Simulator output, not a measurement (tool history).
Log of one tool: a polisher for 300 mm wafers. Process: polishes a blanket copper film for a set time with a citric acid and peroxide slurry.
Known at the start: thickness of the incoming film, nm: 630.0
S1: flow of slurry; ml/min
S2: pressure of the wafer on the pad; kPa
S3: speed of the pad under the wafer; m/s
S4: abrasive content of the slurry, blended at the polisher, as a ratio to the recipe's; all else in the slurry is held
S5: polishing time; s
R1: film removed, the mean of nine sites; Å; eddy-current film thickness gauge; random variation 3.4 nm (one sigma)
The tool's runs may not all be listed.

run,day,S1,S2,S3,S4,S5,R1
1,0,185,25.5,1.12,1,94,3271.8
2,0.304,195,27.6,1.12,1,94,3494
3,0.679,195,27.6,1.12,0.9,94,3373.7
4,0.858,195,29.6,1.12,0.9,94,3641.1
5,1.138,195,31.7,1.12,0.9,94,3814.1
6,1.496,195,28.3,1.12,0.9,94,3484.9
7,1.862,230,35.2,1.14,0.9,94,4271.6
8,2.146,230,35.9,1.14,0.9,94,4368

Forecast run 9:
9,2.271,255,37.2,1.14,0.9,94,?

R1: 4474.2 Å
